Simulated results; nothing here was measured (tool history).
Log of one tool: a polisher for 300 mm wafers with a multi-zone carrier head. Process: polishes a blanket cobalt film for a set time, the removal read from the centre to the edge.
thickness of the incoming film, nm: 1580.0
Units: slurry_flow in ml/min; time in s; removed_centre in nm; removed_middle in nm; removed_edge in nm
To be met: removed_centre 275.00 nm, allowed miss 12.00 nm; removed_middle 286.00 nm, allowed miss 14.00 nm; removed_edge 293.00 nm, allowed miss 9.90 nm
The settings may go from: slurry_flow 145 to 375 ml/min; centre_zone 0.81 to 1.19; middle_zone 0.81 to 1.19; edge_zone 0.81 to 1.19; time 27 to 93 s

| run | hour | slurry_flow | centre_zone | middle_zone | edge_zone | time | removed_centre | removed_middle | removed_edge |
|---|---|---|---|---|---|---|---|---|---|
| 1 | 0.0 | 240 | 1.00 | 1.00 | 1.00 | 59 | 363.87 | 383.50 | 370.34 |
| 2 | 3.9 | 240 | 0.99 | 0.99 | 0.99 | 58 | 350.24 | 372.81 | 351.54 |
| 3 | 11.4 | 235 | 0.98 | 0.97 | 0.99 | 57 | 342.18 | 355.97 | 351.90 |
| 4 | 19.3 | 235 | 0.98 | 0.97 | 1.05 | 57 | 346.39 | 368.14 | 365.92 |
| 5 | 22.5 | 235 | 0.97 | 0.96 | 1.03 | 56 | 329.15 | 355.55 | 353.05 |
| 6 | 25.4 | 235 | 0.97 | 0.96 | 1.03 | 70 | 421.37 | 434.50 | 438.41 |
| 7 | 33.1 | 235 | 0.96 | 0.95 | 1.01 | 68 | 399.14 | 423.41 | 423.23 |
| 8 | 38.5 | 235 | 0.96 | 0.94 | 1.00 | 66 | 392.07 | 406.42 | 412.57 |
| 9 | 43.7 | 235 | 0.96 | 0.94 | 0.99 | 64 | 374.52 | 399.19 | 391.26 |
| 10 | 49.2 | 200 | 0.92 | 0.84 | 0.93 | 48 | 262.71 | 271.35 | 282.88 |

Which of these 5 next moves meets every target?
| A | 54.7 | 180 | 0.88 | 0.81 | 0.82 | 53 | ? | ? | ? |
| B | 54.7 | 225 | 0.91 | 0.81 | 1.07 | 46 | ? | ? | ? |
| C | 54.7 | 145 | 0.92 | 0.92 | 0.96 | 49 | ? | ? | ? |
| D | 54.7 | 225 | 0.83 | 0.81 | 1.01 | 48 | ? | ? | ? |
| E | 54.7 | 220 | 0.88 | 0.85 | 0.89 | 47 | ? | ? | ? |

| move | removed_centre | removed_middle | removed_edge |
|---|---|---|---|
| A | 270.90 | 286.65 | 293.83 |
| B | 253.29 | 257.82 | 296.66 |
| C | 248.84 | 276.37 | 282.08 |
| D | 240.87 | 269.17 | 300.89 |
| E | 249.35 | 271.50 | 276.81 |
A: meets every target
B: further off than the last run
C: brings the result that was furthest off to its target, and leaves another outside
D: further off than the last run
E: further off than the last run
Move A is the one to make.
